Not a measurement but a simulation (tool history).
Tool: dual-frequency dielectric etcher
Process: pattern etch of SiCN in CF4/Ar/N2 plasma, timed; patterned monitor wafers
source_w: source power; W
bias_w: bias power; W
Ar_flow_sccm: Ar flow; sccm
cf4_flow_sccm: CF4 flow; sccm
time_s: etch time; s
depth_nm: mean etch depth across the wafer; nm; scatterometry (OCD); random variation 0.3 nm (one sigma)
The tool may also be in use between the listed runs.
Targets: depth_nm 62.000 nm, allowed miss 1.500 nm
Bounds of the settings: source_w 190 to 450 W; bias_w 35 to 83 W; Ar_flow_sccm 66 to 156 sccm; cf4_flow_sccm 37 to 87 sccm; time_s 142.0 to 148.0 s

run 1 hour=0.0 | source_w=320 bias_w=59 Ar_flow_sccm=111 cf4_flow_sccm=62 time_s=142.0 | depth_nm=79.080
run 2 hour=3.3 | source_w=320 bias_w=59 Ar_flow_sccm=102 cf4_flow_sccm=62 time_s=142.0 | depth_nm=81.108
run 3 hour=4.7 | source_w=320 bias_w=52 Ar_flow_sccm=102 cf4_flow_sccm=62 time_s=142.0 | depth_nm=77.261
run 4 hour=10.7 | source_w=300 bias_w=51 Ar_flow_sccm=102 cf4_flow_sccm=62 time_s=142.0 | depth_nm=72.749
run 5 hour=17.4 | source_w=340 bias_w=51 Ar_flow_sccm=102 cf4_flow_sccm=62 time_s=142.0 | depth_nm=81.483
run 6 hour=26.0 | source_w=340 bias_w=51 Ar_flow_sccm=102 cf4_flow_sccm=62 time_s=142.0 | depth_nm=80.975
run 7 hour=32.0 | source_w=310 bias_w=50 Ar_flow_sccm=102 cf4_flow_sccm=62 time_s=142.0 | depth_nm=74.529
run 8 hour=39.2 | source_w=290 bias_w=50 Ar_flow_sccm=102 cf4_flow_sccm=62 time_s=142.0 | depth_nm=69.912
run 9 hour=44.1 | source_w=280 bias_w=50 Ar_flow_sccm=102 cf4_flow_sccm=62 time_s=142.0 | depth_nm=67.709
run 10 hour=52.4 | source_w=270 bias_w=50 Ar_flow_sccm=102 cf4_flow_sccm=62 time_s=142.0 | depth_nm=65.864
run 11 hour=58.0 | source_w=260 bias_w=50 Ar_flow_sccm=102 cf4_flow_sccm=62 time_s=142.0 | depth_nm=63.864

4 next moves are on the table. One of them brings every result within its allowed miss. Which?
run A hour=63.6 | source_w=260 bias_w=48 Ar_flow_sccm=102 cf4_flow_sccm=72 time_s=145.0 | depth_nm=?
run B hour=63.6 | source_w=240 bias_w=56 Ar_flow_sccm=102 cf4_flow_sccm=57 time_s=146.5 | depth_nm=?
run C hour=63.6 | source_w=250 bias_w=54 Ar_flow_sccm=91 cf4_flow_sccm=74 time_s=142.0 | depth_nm=?
run D hour=63.6 | source_w=230 bias_w=50 Ar_flow_sccm=87 cf4_flow_sccm=53 time_s=142.0 | depth_nm=?

move=A depth_nm=65.659
move=B depth_nm=62.378
move=C depth_nm=66.525
move=D depth_nm=57.980
A: further off than the last run
B: meets every target
C: further off than the last run
D: takes the result that was furthest off past its target
Move B is the one to make.

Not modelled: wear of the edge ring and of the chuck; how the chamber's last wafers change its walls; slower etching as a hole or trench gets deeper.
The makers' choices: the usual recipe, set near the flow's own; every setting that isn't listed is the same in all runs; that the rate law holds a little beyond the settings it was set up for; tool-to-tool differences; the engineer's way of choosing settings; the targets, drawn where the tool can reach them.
